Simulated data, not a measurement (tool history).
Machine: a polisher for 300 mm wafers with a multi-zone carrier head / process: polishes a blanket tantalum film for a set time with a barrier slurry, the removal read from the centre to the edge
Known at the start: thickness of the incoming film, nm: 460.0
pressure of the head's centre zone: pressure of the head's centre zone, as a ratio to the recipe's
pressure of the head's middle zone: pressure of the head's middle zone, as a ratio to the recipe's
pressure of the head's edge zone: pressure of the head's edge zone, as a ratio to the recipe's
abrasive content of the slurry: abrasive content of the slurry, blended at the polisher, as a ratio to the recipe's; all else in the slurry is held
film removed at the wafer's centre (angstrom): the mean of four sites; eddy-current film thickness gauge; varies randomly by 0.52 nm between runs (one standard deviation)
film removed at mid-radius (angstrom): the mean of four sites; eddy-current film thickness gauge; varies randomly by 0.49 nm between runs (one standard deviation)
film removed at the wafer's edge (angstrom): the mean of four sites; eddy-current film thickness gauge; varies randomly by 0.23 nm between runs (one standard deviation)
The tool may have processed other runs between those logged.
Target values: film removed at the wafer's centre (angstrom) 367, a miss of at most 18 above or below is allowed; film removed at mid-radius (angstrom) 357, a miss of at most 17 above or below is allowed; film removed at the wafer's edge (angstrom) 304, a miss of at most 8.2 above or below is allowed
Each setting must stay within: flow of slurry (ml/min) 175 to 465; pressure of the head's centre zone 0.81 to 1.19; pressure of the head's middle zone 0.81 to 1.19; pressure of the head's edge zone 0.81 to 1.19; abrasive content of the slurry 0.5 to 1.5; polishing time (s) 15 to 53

run,hour,flow of slurry (ml/min),pressure of the head's centre zone,pressure of the head's middle zone,pressure of the head's edge zone,abrasive content of the slurry,polishing time (s),film removed at the wafer's centre (angstrom),film removed at mid-radius (angstrom),film removed at the wafer's edge (angstrom)
1,0,295,1,1,1,1,34,446.34,470.83,454.02
2,2.1,295,1,1,0.94,1,34,466.4,448.69,446.79
3,9.2,300,1.02,1.06,0.92,0.85,32,425.03,428.99,390.47
4,17,300,1.02,1.06,0.92,0.75,32,394.79,411.01,381.9
5,18.3,300,1.1,1.06,0.92,0.75,32,435.95,407.43,378.92
6,21.5,300,1.1,1.08,0.89,0.65,31,398.18,389.51,349.09
7,30,295,1.11,1.09,0.87,0.6,31,389.2,381.34,331.5
8,38.9,285,1.11,1.08,0.85,0.6,31,386.15,383.37,329.84
9,47.4,280,1.12,1.07,0.84,0.55,31,368.58,358.51,313.92
10,52.4,275,1.12,1.07,0.83,0.55,31,379.35,357.17,317.61
11,54.1,275,1.12,1.08,0.82,0.55,31,387.38,361.77,314.36
12,56.6,270,1.11,1.08,0.82,0.55,31,376.4,361.75,314.5
13,57.7,270,1.11,1.09,0.82,0.55,31,375.38,360.39,309.57

Which single option among these 4 for the next run brings every result within its allowed miss of target? Just one does.
A,58.8,230,1.12,1.09,0.81,0.5,34,?,?,?
B,58.8,205,1.11,1.1,0.81,0.55,31,?,?,?
C,58.8,230,1.19,1.11,0.95,0.6,29,?,?,?
D,58.8,245,1.13,1.03,0.85,0.55,32,?,?,?

move,film removed at the wafer's centre (angstrom),film removed at mid-radius (angstrom),film removed at the wafer's edge (angstrom)
A,382.3,375.57,327.29
B,351.97,351.16,305.36
C,367.1,345.45,319.95
D,378.31,355.53,327.63
A: its largest miss is bigger than the last run's
B: every result lands within tolerance
C: its largest miss is bigger than the last run's
D: its largest miss is bigger than the last run's
B is the move that brings every result within its allowed miss.

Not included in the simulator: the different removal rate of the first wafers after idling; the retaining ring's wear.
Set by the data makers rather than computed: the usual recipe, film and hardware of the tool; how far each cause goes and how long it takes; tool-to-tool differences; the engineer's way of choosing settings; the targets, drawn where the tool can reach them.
